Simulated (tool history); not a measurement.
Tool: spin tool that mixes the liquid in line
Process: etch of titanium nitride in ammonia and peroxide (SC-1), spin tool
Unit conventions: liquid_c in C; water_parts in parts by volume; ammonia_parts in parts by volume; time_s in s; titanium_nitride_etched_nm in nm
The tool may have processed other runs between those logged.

Run 1, hour 0.0: liquid_c 58.0 C, water_parts 8.5 parts by volume, ammonia_parts 0.8 parts by volume, time_s 45 s. Result: titanium_nitride_etched_nm 10.1170 nm.
Run 2, hour 7.0: liquid_c 63.5 C, water_parts 8.5 parts by volume, ammonia_parts 0.8 parts by volume, time_s 45 s. Result: titanium_nitride_etched_nm 14.4120 nm.
Run 3, hour 9.5: liquid_c 61.0 C, water_parts 8.5 parts by volume, ammonia_parts 0.8 parts by volume, time_s 45 s. Result: titanium_nitride_etched_nm 12.3450 nm.
Run 4, hour 13.5: liquid_c 59.5 C, water_parts 8.5 parts by volume, ammonia_parts 0.8 parts by volume, time_s 45 s. Result: titanium_nitride_etched_nm 11.2600 nm.
Run 5, hour 17.3: liquid_c 59.5 C, water_parts 8.5 parts by volume, ammonia_parts 0.8 parts by volume, time_s 45 s. Result: titanium_nitride_etched_nm 11.2290 nm.
Run 6, hour 20.0: liquid_c 59.5 C, water_parts 6.5 parts by volume, ammonia_parts 0.8 parts by volume, time_s 45 s. Result: titanium_nitride_etched_nm 12.7620 nm.
Run 7, hour 23.2: liquid_c 57.5 C, water_parts 6.5 parts by volume, ammonia_parts 0.8 parts by volume, time_s 45 s. Result: titanium_nitride_etched_nm 11.2390 nm.
Run 8, hour 30.1: liquid_c 56.5 C, water_parts 6.5 parts by volume, ammonia_parts 0.8 parts by volume, time_s 45 s. Result: titanium_nitride_etched_nm 10.5400 nm.
Run 9, hour 34.5: liquid_c 55.5 C, water_parts 6.5 parts by volume, ammonia_parts 0.8 parts by volume, time_s 45 s. Result: titanium_nitride_etched_nm 9.6741 nm.

The next listed run, before its measurement:
Run 10, hour 38.6: liquid_c 55.0 C, water_parts 6.5 parts by volume, ammonia_parts 0.8 parts by volume, time_s 45 s. Result: titanium_nitride_etched_nm ?.

For run 10 the tool returned titanium_nitride_etched_nm 9.4795 nm.

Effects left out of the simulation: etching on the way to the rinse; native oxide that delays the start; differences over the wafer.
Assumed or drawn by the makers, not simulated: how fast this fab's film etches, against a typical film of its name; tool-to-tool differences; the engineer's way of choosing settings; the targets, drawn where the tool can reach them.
